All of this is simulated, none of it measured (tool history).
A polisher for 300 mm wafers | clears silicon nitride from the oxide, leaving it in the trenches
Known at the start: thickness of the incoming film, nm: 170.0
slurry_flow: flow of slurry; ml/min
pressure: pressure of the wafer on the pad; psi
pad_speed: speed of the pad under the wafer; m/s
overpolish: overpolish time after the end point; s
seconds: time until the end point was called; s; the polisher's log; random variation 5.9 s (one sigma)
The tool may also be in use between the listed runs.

run	hour	slurry_flow	pressure	pad_speed	overpolish	seconds
1	0	210	3.4	1.22	9	154.65
2	8.3	210	3.4	1.22	9	151.5
3	12.1	205	3	1.12	9	184.01
4	14.8	205	3	1.12	9	188.81
5	21.4	205	3.5	1.12	9	166.83
6	23.6	205	3.5	1.32	9	138.67
7	24.3	190	2.5	0.98	9	253.56
8	32	185	2.3	0.94	9	288.5
# hour 39.9: slurry nozzle cleaned
9	39.9	180	2.1	0.92	9	302.93
10	42.9	180	2	0.9	9	344.75
11	50.7	180	1.9	0.9	9	362.31

Run 12 comes next. What will it give?
12	54.5	180	1.8	0.9	9	?

seconds: 365.63 s

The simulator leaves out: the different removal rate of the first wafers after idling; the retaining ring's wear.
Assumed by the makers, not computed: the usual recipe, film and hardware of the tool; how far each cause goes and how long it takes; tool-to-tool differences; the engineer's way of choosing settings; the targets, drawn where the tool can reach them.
